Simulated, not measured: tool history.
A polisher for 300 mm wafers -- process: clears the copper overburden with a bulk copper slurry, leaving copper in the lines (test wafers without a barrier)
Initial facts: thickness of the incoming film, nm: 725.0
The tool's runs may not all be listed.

run  hour  flow of slurry (ml/min)  pressure of the wafer on the pad (psi)  speed of the pad under the wafer (m/s)  abrasive content of the slurry  overpolish time after the end point (s)  time until the end point was called (s)  dishing of a wide line in a test structure (angstrom)
  1   0.0                      290                                     1.8                                    1.36                            1.00                                        9                                   82.173                                                 384.32
  2   1.6                      290                                     1.8                                    1.48                            1.00                                        9                                   74.148                                                 400.74
  3   7.3                      295                                     1.7                                    1.58                            1.05                                        8                                   76.337                                                 371.44
  4   8.5                      280                                     1.7                                    1.66                            0.95                                        7                                   74.239                                                 358.23
  5  14.4                      280                                     2.0                                    1.66                            0.95                                        7                                   60.339                                                 396.39
  6  17.9                      280                                     2.0                                    1.80                            0.95                                        7                                   59.011                                                 416.19

Predict the results of run 7:
  7  26.6                      290                                     2.1                                    1.60                            1.05                                        6                                        ?                                                      ?

Run 7 produced time until the end point was called (s) 60.764, dishing of a wide line in a test structure (angstrom) 369.30.
